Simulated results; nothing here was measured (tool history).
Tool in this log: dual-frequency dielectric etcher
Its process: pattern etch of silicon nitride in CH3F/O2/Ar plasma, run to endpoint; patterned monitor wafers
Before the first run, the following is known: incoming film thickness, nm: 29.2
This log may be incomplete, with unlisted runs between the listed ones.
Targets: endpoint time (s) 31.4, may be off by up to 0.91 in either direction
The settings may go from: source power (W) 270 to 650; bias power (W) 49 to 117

Run 1, hour 0: source power (W) 460, bias power (W) 83. Result: endpoint time (s) 36.509.
Run 2, hour 1.5: source power (W) 460, bias power (W) 70. Result: endpoint time (s) 38.314.
Run 3, hour 4.3: source power (W) 490, bias power (W) 73. Result: endpoint time (s) 36.745.
Run 4, hour 11.6: source power (W) 420, bias power (W) 73. Result: endpoint time (s) 38.761.
Run 5, hour 20: source power (W) 450, bias power (W) 77. Result: endpoint time (s) 37.226.
Run 6, hour 26.6: source power (W) 450, bias power (W) 67. Result: endpoint time (s) 38.584.
Run 7, hour 32.7: source power (W) 480, bias power (W) 71. Result: endpoint time (s) 37.208.
Run 8, hour 38.4: source power (W) 500, bias power (W) 73. Result: endpoint time (s) 35.809.
Run 9, hour 41.9: source power (W) 520, bias power (W) 74. Result: endpoint time (s) 35.642.
Run 10, hour 50.1: source power (W) 540, bias power (W) 76. Result: endpoint time (s) 35.37.
Run 11, hour 55.8: source power (W) 560, bias power (W) 79. Result: endpoint time (s) 33.965.
Run 12, hour 64.4: source power (W) 570, bias power (W) 80. Result: endpoint time (s) 33.527.
Run 13, hour 68.5: source power (W) 580, bias power (W) 81. Result: endpoint time (s) 32.674.

Which single option among these 4 for the next run brings every result within its allowed miss of target? Just one does.
Run A, hour 72.6: source power (W) 560, bias power (W) 70. Result: endpoint time (s) ?.
Run B, hour 72.6: source power (W) 470, bias power (W) 98. Result: endpoint time (s) ?.
Run C, hour 72.6: source power (W) 520, bias power (W) 84. Result: endpoint time (s) ?.
Run D, hour 72.6: source power (W) 600, bias power (W) 92. Result: endpoint time (s) ?.

move  endpoint time (s)
   A             34.758
   B             34.026
   C             34.143
   D             31.514
A: further off than the last run
B: further off than the last run
C: further off than the last run
D: hits every target within its allowed miss
Move D is the one to make.
